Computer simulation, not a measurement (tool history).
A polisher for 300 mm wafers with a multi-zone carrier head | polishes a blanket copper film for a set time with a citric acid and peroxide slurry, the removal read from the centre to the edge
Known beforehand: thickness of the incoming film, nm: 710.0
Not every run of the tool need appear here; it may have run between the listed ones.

run,hour,flow of slurry (ml/min),pressure of the head's centre zone,pressure of the head's middle zone,pressure of the head's edge zone,abrasive content of the slurry,polishing time (s),film removed at the wafer's centre (nm),film removed at mid-radius (nm),film removed at the wafer's edge (nm)
1,0.0,255,1.00,1.00,1.00,1.00,72,151.540,147.230,150.41
2,5.3,255,0.98,0.99,0.96,0.90,68,137.370,136.970,132.55
3,10.1,255,0.98,0.99,0.96,0.70,68,131.690,132.750,130.25
4,17.9,250,0.95,0.96,0.93,0.65,66,121.660,122.090,118.66
5,24.1,240,0.92,0.94,0.91,0.60,66,114.900,117.370,114.61
6,30.6,285,0.92,0.94,0.91,0.60,66,117.130,119.370,121.20
7,38.5,215,0.82,0.84,0.81,0.50,62,93.637,98.441,101.35

Predict the results of run 8:
8,42.7,215,0.83,0.85,0.81,0.50,61,?,?,?

film removed at the wafer's centre (nm): 91.562
film removed at mid-radius (nm): 98.152
film removed at the wafer's edge (nm): 101.67

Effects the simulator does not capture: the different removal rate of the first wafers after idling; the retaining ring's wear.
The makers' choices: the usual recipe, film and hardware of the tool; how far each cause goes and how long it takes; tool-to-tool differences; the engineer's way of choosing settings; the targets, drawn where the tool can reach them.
